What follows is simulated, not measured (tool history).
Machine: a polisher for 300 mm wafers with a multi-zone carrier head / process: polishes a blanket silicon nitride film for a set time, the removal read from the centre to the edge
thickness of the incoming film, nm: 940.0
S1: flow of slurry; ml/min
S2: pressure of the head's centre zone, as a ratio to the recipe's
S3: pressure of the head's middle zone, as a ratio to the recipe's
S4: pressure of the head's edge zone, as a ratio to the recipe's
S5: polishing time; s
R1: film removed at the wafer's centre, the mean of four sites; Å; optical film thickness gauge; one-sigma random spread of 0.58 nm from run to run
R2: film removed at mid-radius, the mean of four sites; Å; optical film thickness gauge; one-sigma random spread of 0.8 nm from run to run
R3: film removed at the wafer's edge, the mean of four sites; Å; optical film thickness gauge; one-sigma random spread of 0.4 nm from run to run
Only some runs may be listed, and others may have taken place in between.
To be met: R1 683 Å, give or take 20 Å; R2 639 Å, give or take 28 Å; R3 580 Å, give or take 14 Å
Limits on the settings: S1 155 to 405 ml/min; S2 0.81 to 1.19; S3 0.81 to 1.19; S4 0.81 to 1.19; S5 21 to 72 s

run,hour,S1,S2,S3,S4,S5,R1,R2,R3
1,0,260,1,1,1,46,783.87,789.91,761.24
2,4.1,260,1.01,1,0.97,44,760.38,745.88,719.35
3,8.4,260,1.01,1.07,0.97,44,759.3,804.3,732.73
4,16.9,260,1.02,1.06,0.94,43,749.64,780.31,689.44
5,22.8,260,1.02,1.02,0.94,43,738.16,755.02,699.5
6,28.5,260,1.04,1.01,0.92,42,734.33,720.35,676.78
7,35.1,260,1.05,1.01,0.9,41,730.98,698.67,649.07
8,41.1,255,1.05,1.01,0.88,41,716.55,701.07,644.97
9,46.1,250,1.06,1.01,0.87,40,709.23,686.39,623.34
10,49.5,245,1.06,1,0.86,40,705.65,682.55,618.95
11,56.1,240,1.06,0.99,0.85,40,711.77,675.03,615.55
12,64.4,235,1.06,0.99,0.84,40,695.23,672.28,611.45
13,68.9,230,1.07,0.99,0.83,40,706.24,665.54,604.45

Pick the move, out of 4, that brings all results within their allowed miss; only one does.
A,73.4,235,1.07,1.1,0.81,38,?,?,?
B,73.4,290,1.19,1.02,0.81,38,?,?,?
C,73.4,295,1.1,1.02,0.87,37,?,?,?
D,73.4,210,1.06,0.93,0.97,39,?,?,?

move,R1,R2,R3
A,667.44,698.36,568.42
B,741.93,666.39,576.84
C,678.5,649.94,580.36
D,671.3,615.36,629.81
A: gets the furthest-off result to its target, but another result is out of tolerance
B: gets the furthest-off result to its target, but another result is out of tolerance
C: all results in spec
D: the biggest miss grows against the last run
C is the move that brings every result within its allowed miss.

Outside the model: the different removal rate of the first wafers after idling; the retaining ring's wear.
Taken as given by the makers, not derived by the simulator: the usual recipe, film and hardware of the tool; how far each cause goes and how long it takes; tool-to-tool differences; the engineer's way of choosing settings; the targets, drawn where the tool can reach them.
